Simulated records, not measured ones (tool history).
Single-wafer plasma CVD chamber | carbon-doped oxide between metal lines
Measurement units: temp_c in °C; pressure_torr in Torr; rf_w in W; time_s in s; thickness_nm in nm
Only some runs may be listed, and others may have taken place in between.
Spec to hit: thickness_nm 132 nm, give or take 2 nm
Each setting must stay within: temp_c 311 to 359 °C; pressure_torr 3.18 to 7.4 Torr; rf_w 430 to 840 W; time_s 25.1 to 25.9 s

run	hour	temp_c	pressure_torr	rf_w	time_s	thickness_nm
1	0	335	5.29	635	25.1	161.06
2	4.7	340	4.82	600	25.1	148.32
3	8.6	330	4.82	600	25.1	153.32
4	16	330	5.4	600	25.1	155.99
5	17.2	322	5.4	600	25.1	161.02
6	22.9	322	5.4	600	25.1	160.53
# hour 25.2: RF generator calibrated
7	25.2	334	4.34	520	25.1	138.88
8	29.2	346	3.83	510	25.1	129.48

4 next moves are on the table. One of them brings every result within its allowed miss. Which?
A	33.2	350	4.08	505	25.1	?
B	33.2	354	3.8	495	25.9	?
C	33.2	347	4.27	500	25.9	?
D	33.2	352	3.79	515	25.1	?

move	thickness_nm
A	127.1
B	126.23
C	131.89
D	127.39
A: moves away from the targets compared with the last run
B: moves away from the targets compared with the last run
C: every result lands within tolerance
D: moves away from the targets compared with the last run
So the answer is move C, the one that meets all the targets.

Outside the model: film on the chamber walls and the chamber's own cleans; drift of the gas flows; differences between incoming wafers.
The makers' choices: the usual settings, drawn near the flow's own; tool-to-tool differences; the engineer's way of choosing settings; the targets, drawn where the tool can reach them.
